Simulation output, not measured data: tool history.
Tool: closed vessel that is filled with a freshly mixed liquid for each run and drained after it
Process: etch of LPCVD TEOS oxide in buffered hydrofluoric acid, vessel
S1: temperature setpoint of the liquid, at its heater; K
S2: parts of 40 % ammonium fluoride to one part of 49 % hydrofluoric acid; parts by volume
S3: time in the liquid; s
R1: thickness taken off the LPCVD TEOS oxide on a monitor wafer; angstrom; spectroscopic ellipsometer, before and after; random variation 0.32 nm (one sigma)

run,hour,S1,S2,S3,R1
1,0.0,293.15,17.0,30,299.84
2,2.0,293.15,12.5,30,402.27
3,5.0,293.15,12.5,30,396.85
4,12.8,293.15,10.0,30,496.69
5,17.7,293.15,12.0,30,418.08
6,25.0,293.15,8.5,30,567.62
7,34.3,292.15,9.5,30,487.28

The next listed run, before its measurement:
8,38.1,291.65,10.0,30,?

{"run 8": {"R1": 458.68}}
